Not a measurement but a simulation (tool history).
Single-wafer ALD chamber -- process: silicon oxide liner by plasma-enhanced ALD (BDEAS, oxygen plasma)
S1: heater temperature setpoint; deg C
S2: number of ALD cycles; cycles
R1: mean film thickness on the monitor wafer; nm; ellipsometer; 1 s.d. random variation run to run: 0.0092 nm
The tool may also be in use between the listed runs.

run    day   S1  S2      R1
  1      0  315  59  5.0984
  2  0.029  322  59  5.0704
  3  0.342  312  59  5.1366
  4    0.4  312  57  4.9556
  5    0.6  305  57  4.9899
  6  0.729  312  57  4.9348
  7  1.088  312  55  4.7712
  8  1.183  312  54  4.6955
  9  1.354  312  53  4.6061
 10  1.721  312  52   4.515
 11  2.021  312  51  4.4141

The next listed run, before its measurement:
 12  2.233  312  50   ?

{"run 12": {"R1": 4.352}}
